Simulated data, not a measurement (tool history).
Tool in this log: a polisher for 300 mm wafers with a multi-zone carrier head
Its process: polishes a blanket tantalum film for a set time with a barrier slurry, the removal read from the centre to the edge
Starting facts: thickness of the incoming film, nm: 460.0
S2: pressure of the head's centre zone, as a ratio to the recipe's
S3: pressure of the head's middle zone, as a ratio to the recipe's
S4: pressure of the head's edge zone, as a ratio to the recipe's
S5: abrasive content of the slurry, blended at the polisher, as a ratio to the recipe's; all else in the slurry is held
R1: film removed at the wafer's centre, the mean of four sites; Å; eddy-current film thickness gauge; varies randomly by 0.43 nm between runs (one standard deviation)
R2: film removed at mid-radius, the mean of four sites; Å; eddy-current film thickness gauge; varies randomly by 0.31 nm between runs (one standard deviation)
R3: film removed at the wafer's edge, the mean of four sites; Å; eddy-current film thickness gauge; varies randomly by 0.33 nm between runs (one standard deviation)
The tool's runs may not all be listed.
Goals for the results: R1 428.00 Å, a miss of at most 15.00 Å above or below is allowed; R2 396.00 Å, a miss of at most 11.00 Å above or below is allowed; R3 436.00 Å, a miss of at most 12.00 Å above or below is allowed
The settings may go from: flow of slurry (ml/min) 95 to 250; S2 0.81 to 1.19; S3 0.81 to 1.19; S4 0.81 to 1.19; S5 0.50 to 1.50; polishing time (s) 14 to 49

Run 1, day 0.000: flow of slurry (ml/min) 160, S2 1.00, S3 1.00, S4 1.00, S5 1.00, polishing time (s) 31. Result: R1 325.56 Å, R2 334.54 Å, R3 332.24 Å.
Run 2, day 0.054: flow of slurry (ml/min) 170, S2 1.02, S3 0.99, S4 1.04, S5 1.10, polishing time (s) 31. Result: R1 341.46 Å, R2 338.92 Å, R3 349.54 Å.
Run 3, day 0.108: flow of slurry (ml/min) 170, S2 1.02, S3 0.99, S4 1.07, S5 1.10, polishing time (s) 31. Result: R1 341.08 Å, R2 345.53 Å, R3 353.26 Å.
Run 4, day 0.396: flow of slurry (ml/min) 170, S2 1.02, S3 0.91, S4 1.07, S5 1.10, polishing time (s) 31. Result: R1 344.53 Å, R2 331.40 Å, R3 352.41 Å.
Run 5, day 0.429: flow of slurry (ml/min) 180, S2 1.03, S3 0.91, S4 1.09, S5 1.20, polishing time (s) 31. Result: R1 355.61 Å, R2 335.52 Å, R3 359.27 Å.
Run 6, day 0.517: flow of slurry (ml/min) 180, S2 1.03, S3 0.91, S4 1.02, S5 1.20, polishing time (s) 31. Result: R1 358.48 Å, R2 332.54 Å, R3 347.24 Å.
Run 7, day 0.838: flow of slurry (ml/min) 180, S2 1.03, S3 0.91, S4 1.02, S5 1.20, polishing time (s) 31. Result: R1 360.39 Å, R2 333.56 Å, R3 353.88 Å.
Run 8, day 0.975: flow of slurry (ml/min) 185, S2 1.03, S3 0.91, S4 1.05, S5 1.25, polishing time (s) 32. Result: R1 374.11 Å, R2 348.35 Å, R3 373.20 Å.
Run 9, day 1.342: flow of slurry (ml/min) 190, S2 1.04, S3 0.92, S4 1.08, S5 1.30, polishing time (s) 32. Result: R1 382.77 Å, R2 361.13 Å, R3 384.36 Å.
Run 10, day 1.454: flow of slurry (ml/min) 195, S2 1.05, S3 0.92, S4 1.10, S5 1.35, polishing time (s) 32. Result: R1 395.60 Å, R2 368.29 Å, R3 396.72 Å.
Run 11, day 1.762: flow of slurry (ml/min) 200, S2 1.06, S3 0.92, S4 1.12, S5 1.40, polishing time (s) 32. Result: R1 399.63 Å, R2 367.91 Å, R3 403.09 Å.
Run 12, day 1.792: flow of slurry (ml/min) 205, S2 1.07, S3 0.93, S4 1.13, S5 1.40, polishing time (s) 32. Result: R1 404.51 Å, R2 372.59 Å, R3 400.28 Å.

Exercise: of the 5 proposed moves below, exactly one satisfies all targets within the stated allowed misses. Which move is it?
Run A, day 1.821: flow of slurry (ml/min) 185, S2 1.07, S3 0.95, S4 1.19, S5 1.40, polishing time (s) 34. Result: R1 ?, R2 ?, R3 ?.
Run B, day 1.821: flow of slurry (ml/min) 200, S2 1.15, S3 1.10, S4 1.13, S5 1.35, polishing time (s) 31. Result: R1 ?, R2 ?, R3 ?.
Run C, day 1.821: flow of slurry (ml/min) 245, S2 1.05, S3 0.92, S4 1.04, S5 1.35, polishing time (s) 34. Result: R1 ?, R2 ?, R3 ?.
Run D, day 1.821: flow of slurry (ml/min) 195, S2 1.09, S3 0.91, S4 1.03, S5 1.40, polishing time (s) 37. Result: R1 ?, R2 ?, R3 ?.
Run E, day 1.821: flow of slurry (ml/min) 215, S2 1.12, S3 1.04, S4 0.97, S5 1.15, polishing time (s) 36. Result: R1 ?, R2 ?, R3 ?.

move      R1      R2      R3
   A  424.07  388.27  434.74
   B  418.86  384.95  386.23
   C  431.86  394.81  415.39
   D  474.53  416.85  442.56
   E  464.07  424.51  406.26
A: meets every target
B: the biggest miss grows against the last run
C: closer than the last run, but not yet in spec
D: brings the last run's worst result on target, with another outside its allowed miss
E: closer than the last run, but not yet in spec
Answer: A
